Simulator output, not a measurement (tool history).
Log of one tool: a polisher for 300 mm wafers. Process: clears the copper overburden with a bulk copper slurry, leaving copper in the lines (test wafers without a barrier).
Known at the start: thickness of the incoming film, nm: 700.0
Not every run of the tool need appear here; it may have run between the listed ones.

run,day,flow of slurry (ml/min),pressure of the wafer on the pad (psi),speed of the pad under the wafer (cm/s),abrasive content of the slurry,overpolish time after the end point (s),time until the end point was called (s),dishing of a wide line in a test structure (angstrom)
1,0.000,235,2.0,84,1.00,10,123.41,397.62
2,0.346,185,2.0,84,1.00,10,130.04,367.00
3,0.596,185,2.0,84,0.90,10,134.42,374.02
4,0.854,185,2.0,66,0.90,10,156.24,324.05
5,0.892,185,2.2,66,0.85,11,144.19,380.95
6,1.250,190,2.4,66,0.85,12,134.41,428.80
7,1.492,190,2.6,68,0.85,13,120.29,498.08

Run 8, settings as shown, results not yet in. Your forecast:
8,1.525,190,2.7,68,0.85,14,?,?

{"run 8": {"time until the end point was called (s)": 118.19, "dishing of a wide line in a test structure (angstrom)": 562.71}}
